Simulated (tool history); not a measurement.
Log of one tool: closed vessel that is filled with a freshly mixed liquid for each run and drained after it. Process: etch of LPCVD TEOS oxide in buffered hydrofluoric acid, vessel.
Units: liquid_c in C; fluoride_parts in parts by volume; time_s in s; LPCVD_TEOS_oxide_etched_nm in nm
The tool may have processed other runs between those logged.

run    day  liquid_c  fluoride_parts  time_s  LPCVD_TEOS_oxide_etched_nm
  1      0        22              13      90                      133.44
  2  0.371      21.5            13.5      90                      125.61
  3  0.612        24            13.5      90                      141.32
  4  0.788        23              14      90                      129.79
  5  1.154      22.5            14.5      90                      122.29
  6  1.371        22              15      90                      114.95

Run 7 is up next; what results do you expect?
  7  1.717      21.5            15.5      90                           ?

LPCVD_TEOS_oxide_etched_nm: 108.01 nm
